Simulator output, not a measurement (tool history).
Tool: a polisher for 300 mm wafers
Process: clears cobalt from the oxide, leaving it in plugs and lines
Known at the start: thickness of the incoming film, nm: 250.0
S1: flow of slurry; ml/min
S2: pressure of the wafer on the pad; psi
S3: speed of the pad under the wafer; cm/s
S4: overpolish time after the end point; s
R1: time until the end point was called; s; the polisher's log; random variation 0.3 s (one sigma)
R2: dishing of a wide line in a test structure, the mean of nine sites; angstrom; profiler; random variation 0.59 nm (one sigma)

Run 1, hour 0: S1 205 ml/min, S2 2.1 psi, S3 100 cm/s, S4 15 s. Result: R1 50.096 s, R2 445.71 angstrom.
Run 2, hour 5.3: S1 205 ml/min, S2 2.3 psi, S3 102 cm/s, S4 15 s. Result: R1 45.628 s, R2 470.74 angstrom.
Run 3, hour 11.4: S1 205 ml/min, S2 2.3 psi, S3 90 cm/s, S4 15 s. Result: R1 50.65 s, R2 437.59 angstrom.
Run 4, hour 12.8: S1 205 ml/min, S2 2.3 psi, S3 90 cm/s, S4 12 s. Result: R1 51.401 s, R2 400.6 angstrom.
Run 5, hour 21: S1 205 ml/min, S2 2.3 psi, S3 112 cm/s, S4 12 s. Result: R1 40.776 s, R2 442.04 angstrom.
Run 6, hour 24.8: S1 205 ml/min, S2 2.5 psi, S3 114 cm/s, S4 12 s. Result: R1 38.257 s, R2 464.66 angstrom.
Run 7, hour 29.2: S1 205 ml/min, S2 2.6 psi, S3 116 cm/s, S4 12 s. Result: R1 35.879 s, R2 473.17 angstrom.
At hour 34.8: slurry nozzle cleaned.
Run 8, hour 34.8: S1 205 ml/min, S2 2.7 psi, S3 118 cm/s, S4 12 s. Result: R1 32.937 s, R2 493.65 angstrom.
Run 9, hour 37.5: S1 205 ml/min, S2 2.8 psi, S3 118 cm/s, S4 12 s. Result: R1 30.527 s, R2 501.96 angstrom.
Run 10, hour 42.7: S1 205 ml/min, S2 3 psi, S3 118 cm/s, S4 13 s. Result: R1 28.833 s, R2 520.59 angstrom.

Forecast run 11:
Run 11, hour 46: S1 205 ml/min, S2 3.1 psi, S3 120 cm/s, S4 14 s. Result: R1 ?, R2 ?.

{"run 11": {"R1": 28.002, "R2": 529.35}}
